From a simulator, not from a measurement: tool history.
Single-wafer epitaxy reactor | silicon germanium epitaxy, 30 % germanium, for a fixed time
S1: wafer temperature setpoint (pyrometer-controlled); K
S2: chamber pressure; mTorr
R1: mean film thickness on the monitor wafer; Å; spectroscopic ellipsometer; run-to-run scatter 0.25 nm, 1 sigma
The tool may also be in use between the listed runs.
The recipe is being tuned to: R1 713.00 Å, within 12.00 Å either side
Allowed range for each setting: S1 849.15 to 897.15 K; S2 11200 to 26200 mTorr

{"run": 1, "hour": 0.0, "S1": 873.15, "S2": 18700, "R1": 586.59}
{"run": 2, "hour": 8.2, "S1": 876.15, "S2": 18700, "R1": 619.44}
{"run": 3, "hour": 14.5, "S1": 868.15, "S2": 18700, "R1": 535.76}
{"run": 4, "hour": 18.4, "S1": 868.15, "S2": 22000, "R1": 578.43}
{"run": 5, "hour": 25.6, "S1": 872.15, "S2": 22000, "R1": 623.62}
{"run": 6, "hour": 28.5, "S1": 863.15, "S2": 22000, "R1": 525.58}
{"run": 7, "hour": 32.8, "S1": 868.15, "S2": 22100, "R1": 573.77}
{"run": 8, "hour": 35.4, "S1": 872.15, "S2": 22200, "R1": 622.26}
{"run": 9, "hour": 40.3, "S1": 874.15, "S2": 22200, "R1": 644.95}
{"run": 10, "hour": 46.3, "S1": 876.15, "S2": 22200, "R1": 667.59}
{"run": 11, "hour": 52.7, "S1": 877.15, "S2": 22200, "R1": 686.95}

Of the 4 settings listed for the next run, only one would bring every result within its allowed miss of target. Which one?
{"run": "A", "hour": 59.1, "S1": 879.15, "S2": 22600, "R1": "?"}
{"run": "B", "hour": 59.1, "S1": 876.15, "S2": 21700, "R1": "?"}
{"run": "C", "hour": 59.1, "S1": 879.15, "S2": 18600, "R1": "?"}
{"run": "D", "hour": 59.1, "S1": 874.15, "S2": 22600, "R1": "?"}

move=A R1=715.56
move=B R1=665.18
move=C R1=654.87
move=D R1=653.07
A: all results in spec
B: misses by more than the last run did
C: misses by more than the last run did
D: misses by more than the last run did
The right move is A.

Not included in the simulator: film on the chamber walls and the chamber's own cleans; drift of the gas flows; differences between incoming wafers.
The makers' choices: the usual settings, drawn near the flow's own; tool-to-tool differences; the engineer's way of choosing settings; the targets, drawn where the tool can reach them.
